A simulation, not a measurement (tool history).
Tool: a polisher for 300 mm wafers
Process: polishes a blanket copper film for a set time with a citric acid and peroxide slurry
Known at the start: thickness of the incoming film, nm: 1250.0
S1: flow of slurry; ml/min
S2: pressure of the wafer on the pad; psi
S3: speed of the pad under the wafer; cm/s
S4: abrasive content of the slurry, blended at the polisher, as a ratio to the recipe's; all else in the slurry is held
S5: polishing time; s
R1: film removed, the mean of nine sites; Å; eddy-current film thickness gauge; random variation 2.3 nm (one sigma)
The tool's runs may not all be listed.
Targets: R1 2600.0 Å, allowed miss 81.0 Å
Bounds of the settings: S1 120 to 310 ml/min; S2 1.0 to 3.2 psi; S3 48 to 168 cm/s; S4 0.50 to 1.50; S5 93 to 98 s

| run | hour | S1 | S2 | S3 | S4 | S5 | R1 |
|---|---|---|---|---|---|---|---|
| 1 | 0.0 | 200 | 2.1 | 108 | 1.00 | 93 | 1580.3 |
| 2 | 7.2 | 240 | 2.1 | 108 | 1.00 | 93 | 1577.3 |
| 3 | 8.8 | 240 | 2.3 | 108 | 1.00 | 93 | 1761.0 |
| 4 | 11.4 | 240 | 2.3 | 108 | 0.90 | 93 | 1715.3 |
| 5 | 15.5 | 240 | 2.5 | 108 | 0.90 | 93 | 1863.3 |
| 6 | 16.0 | 240 | 2.6 | 108 | 0.90 | 93 | 1917.8 |
| 7 | 18.3 | 240 | 2.7 | 110 | 0.90 | 93 | 2045.9 |
| 8 | 24.6 | 240 | 2.8 | 110 | 0.90 | 93 | 2110.7 |
| 9 | 25.7 | 250 | 3.2 | 114 | 0.90 | 93 | 2509.4 |

4 next moves are on the table. One of them brings every result within its allowed miss. Which?
| A | 26.8 | 210 | 3.1 | 122 | 1.00 | 98 | ? |
| B | 26.8 | 245 | 3.2 | 116 | 0.75 | 98 | ? |
| C | 26.8 | 265 | 3.2 | 110 | 0.85 | 93 | ? |
| D | 26.8 | 260 | 3.2 | 98 | 1.00 | 98 | ? |

| move | R1 |
|---|---|
| A | 2730.3 |
| B | 2568.2 |
| C | 2390.4 |
| D | 2322.2 |
A: takes the result that was furthest off past its target
B: meets every target
C: further off than the last run
D: further off than the last run
Move B is the one to make.
